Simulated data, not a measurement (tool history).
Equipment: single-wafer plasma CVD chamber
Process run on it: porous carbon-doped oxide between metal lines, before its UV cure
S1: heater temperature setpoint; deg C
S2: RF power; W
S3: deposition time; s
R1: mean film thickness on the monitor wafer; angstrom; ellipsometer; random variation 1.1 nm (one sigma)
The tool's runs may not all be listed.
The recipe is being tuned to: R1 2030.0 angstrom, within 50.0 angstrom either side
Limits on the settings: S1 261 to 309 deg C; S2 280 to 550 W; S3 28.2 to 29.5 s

Run 1, hour 0.0: S1 285 deg C, S2 415 W, S3 29.5 s. Result: R1 1575.7 angstrom.
Run 2, hour 2.8: S1 282 deg C, S2 425 W, S3 29.5 s. Result: R1 1630.0 angstrom.
Run 3, hour 6.5: S1 282 deg C, S2 425 W, S3 29.5 s. Result: R1 1638.7 angstrom.
Run 4, hour 14.1: S1 282 deg C, S2 425 W, S3 28.2 s. Result: R1 1559.3 angstrom.
Run 5, hour 16.1: S1 282 deg C, S2 425 W, S3 28.2 s. Result: R1 1565.9 angstrom.
Run 6, hour 23.5: S1 280 deg C, S2 435 W, S3 28.3 s. Result: R1 1643.4 angstrom.
Run 7, hour 24.7: S1 278 deg C, S2 440 W, S3 28.3 s. Result: R1 1670.2 angstrom.
Run 8, hour 27.0: S1 276 deg C, S2 445 W, S3 28.3 s. Result: R1 1689.6 angstrom.
Run 9, hour 28.5: S1 265 deg C, S2 510 W, S3 28.9 s. Result: R1 2108.7 angstrom.
Run 10, hour 35.6: S1 266 deg C, S2 510 W, S3 28.9 s. Result: R1 2082.3 angstrom.

4 candidate next runs follow, results not yet known. Just one meets every target within its allowed miss. Identify it.
Run A, hour 42.7: S1 264 deg C, S2 475 W, S3 28.2 s. Result: R1 ?.
Run B, hour 42.7: S1 264 deg C, S2 505 W, S3 28.2 s. Result: R1 ?.
Run C, hour 42.7: S1 270 deg C, S2 525 W, S3 29.5 s. Result: R1 ?.
Run D, hour 42.7: S1 266 deg C, S2 525 W, S3 29.5 s. Result: R1 ?.

move      R1
   A  1937.9
   B  2035.7
   C  2105.0
   D  2163.0
A: carries the result that was furthest off beyond its target, to the other side
B: all results land within tolerance of their targets
C: the biggest miss grows against the last run
D: the biggest miss grows against the last run
Go with B: it meets all targets.
